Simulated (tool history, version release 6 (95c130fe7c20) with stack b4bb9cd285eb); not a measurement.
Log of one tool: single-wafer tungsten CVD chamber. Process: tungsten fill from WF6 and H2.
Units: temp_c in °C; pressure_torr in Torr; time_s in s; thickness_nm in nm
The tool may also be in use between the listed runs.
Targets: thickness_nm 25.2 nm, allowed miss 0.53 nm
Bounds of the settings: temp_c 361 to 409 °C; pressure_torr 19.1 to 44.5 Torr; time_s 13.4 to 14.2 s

{"run": 1, "hour": 0.0, "temp_c": 385, "pressure_torr": 31.8, "time_s": 14.2, "thickness_nm": 30.936}
{"run": 2, "hour": 2.6, "temp_c": 385, "pressure_torr": 31.8, "time_s": 14.2, "thickness_nm": 30.914}
{"run": 3, "hour": 11.1, "temp_c": 384, "pressure_torr": 31.8, "time_s": 14.2, "thickness_nm": 30.479}
{"run": 4, "hour": 17.3, "temp_c": 384, "pressure_torr": 26.5, "time_s": 14.2, "thickness_nm": 28.378}
{"run": 5, "hour": 24.0, "temp_c": 384, "pressure_torr": 21.3, "time_s": 14.2, "thickness_nm": 26.118}
{"run": 6, "hour": 28.4, "temp_c": 375, "pressure_torr": 21.3, "time_s": 14.2, "thickness_nm": 22.295}
{"run": 7, "hour": 35.4, "temp_c": 376, "pressure_torr": 21.3, "time_s": 14.2, "thickness_nm": 22.887}
{"run": 8, "hour": 41.7, "temp_c": 377, "pressure_torr": 21.3, "time_s": 14.2, "thickness_nm": 22.971}
{"run": 9, "hour": 46.3, "temp_c": 378, "pressure_torr": 21.3, "time_s": 14.2, "thickness_nm": 23.425}

5 next moves are on the table. One of them brings every result within its allowed miss. Which?
{"run": "A", "hour": 50.9, "temp_c": 377, "pressure_torr": 20.1, "time_s": 13.5, "thickness_nm": "?"}
{"run": "B", "hour": 50.9, "temp_c": 378, "pressure_torr": 22, "time_s": 14.2, "thickness_nm": "?"}
{"run": "C", "hour": 50.9, "temp_c": 372, "pressure_torr": 24.3, "time_s": 14.2, "thickness_nm": "?"}
{"run": "D", "hour": 50.9, "temp_c": 379, "pressure_torr": 25.1, "time_s": 14.2, "thickness_nm": "?"}
{"run": "E", "hour": 50.9, "temp_c": 376, "pressure_torr": 25.6, "time_s": 14.2, "thickness_nm": "?"}

move=A thickness_nm=21.244
move=B thickness_nm=23.496
move=C thickness_nm=21.806
move=D thickness_nm=25.087
move=E thickness_nm=23.922
A: further off than the last run
B: as far off as the last run
C: further off than the last run
D: meets every target
E: nearer than the last run, and not there yet
Move D is the one to make.
